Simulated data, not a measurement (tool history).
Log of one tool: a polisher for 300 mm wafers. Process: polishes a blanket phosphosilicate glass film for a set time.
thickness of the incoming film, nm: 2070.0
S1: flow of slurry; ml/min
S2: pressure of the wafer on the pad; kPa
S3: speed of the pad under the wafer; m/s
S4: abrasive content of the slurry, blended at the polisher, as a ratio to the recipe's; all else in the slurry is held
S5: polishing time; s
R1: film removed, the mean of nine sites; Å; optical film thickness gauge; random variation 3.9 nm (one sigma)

run	hour	S1	S2	S3	S4	S5	R1
1	0.0	165	19.3	1.14	1.00	99	8284.1
2	5.2	165	16.5	1.14	1.00	99	7128.0
3	13.3	165	16.5	1.14	0.85	99	6719.8
4	17.4	165	16.5	1.38	0.85	99	7941.4
5	24.2	165	16.5	1.60	0.85	99	8828.7
6	26.2	160	14.5	1.44	0.85	99	7111.4
7	30.3	155	13.1	1.34	0.85	99	6083.3
8	37.9	150	11.7	1.28	0.85	99	5278.8

Run 9 comes next. What will it give?
9	39.3	140	11.0	1.26	0.85	99	?

{"run 9": {"R1": 4938.4}}
